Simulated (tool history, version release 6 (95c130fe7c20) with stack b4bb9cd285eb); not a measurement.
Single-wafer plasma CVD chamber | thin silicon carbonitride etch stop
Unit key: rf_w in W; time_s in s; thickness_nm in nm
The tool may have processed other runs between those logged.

run	day	rf_w	time_s	thickness_nm
1	0	235	11.4	6.5124
2	0.208	235	10.7	6.0316
3	0.488	235	11.3	6.4442
4	0.65	260	11.3	6.7005
5	0.771	250	11.2	6.4788
6	0.838	240	11.1	6.3356
7	0.954	205	10.7	5.6955
8	1.017	205	10.7	5.7162

What will run 9 give?
# day 1.162: RF generator calibrated
9	1.162	220	10.8	?

thickness_nm: 6.1176 nm
